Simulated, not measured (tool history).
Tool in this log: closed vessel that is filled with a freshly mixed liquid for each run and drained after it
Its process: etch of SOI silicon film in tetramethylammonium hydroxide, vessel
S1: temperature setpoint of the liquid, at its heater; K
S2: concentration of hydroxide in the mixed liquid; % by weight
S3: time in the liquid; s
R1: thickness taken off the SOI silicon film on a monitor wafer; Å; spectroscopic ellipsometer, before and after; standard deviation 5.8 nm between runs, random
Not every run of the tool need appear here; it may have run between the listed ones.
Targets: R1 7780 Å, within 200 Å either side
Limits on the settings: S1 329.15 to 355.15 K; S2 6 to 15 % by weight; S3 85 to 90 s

{"run": 1, "hour": 0.0, "S1": 342.15, "S2": 10, "S3": 85, "R1": 5356.3}
{"run": 2, "hour": 7.1, "S1": 343.65, "S2": 10, "S3": 85, "R1": 5905.9}
{"run": 3, "hour": 12.7, "S1": 343.65, "S2": 8.5, "S3": 85, "R1": 6195.8}
{"run": 4, "hour": 21.2, "S1": 343.65, "S2": 8.5, "S3": 90, "R1": 6525.7}
{"run": 5, "hour": 24.1, "S1": 340.65, "S2": 8.5, "S3": 90, "R1": 5532.3}
{"run": 6, "hour": 28.5, "S1": 341.65, "S2": 8.5, "S3": 90, "R1": 5844.2}
{"run": 7, "hour": 33.3, "S1": 342.65, "S2": 8.5, "S3": 90, "R1": 6244.7}
{"run": 8, "hour": 39.8, "S1": 343.15, "S2": 8.5, "S3": 90, "R1": 6424.1}
{"run": 9, "hour": 44.4, "S1": 343.65, "S2": 8.5, "S3": 90, "R1": 6638}
{"run": 10, "hour": 50.5, "S1": 344.15, "S2": 8.5, "S3": 90, "R1": 6781.7}
{"run": 11, "hour": 57.3, "S1": 344.65, "S2": 8.5, "S3": 90, "R1": 7027.6}

Exercise: of the 4 proposed moves below, exactly one satisfies all targets within the stated allowed misses. Which move is it?
{"run": "A", "hour": 64.1, "S1": 345.15, "S2": 6.5, "S3": 85, "R1": "?"}
{"run": "B", "hour": 64.1, "S1": 344.65, "S2": 6, "S3": 90, "R1": "?"}
{"run": "C", "hour": 64.1, "S1": 346.15, "S2": 10, "S3": 90, "R1": "?"}
{"run": "D", "hour": 64.1, "S1": 344.65, "S2": 8, "S3": 90, "R1": "?"}

move=A R1=7384.4
move=B R1=7734.4
move=C R1=7219.8
move=D R1=7176.6
A: moves toward the targets from the last run without getting all of them in spec
B: all results in spec
C: moves toward the targets from the last run without getting all of them in spec
D: moves toward the targets from the last run without getting all of them in spec
B meets every target.
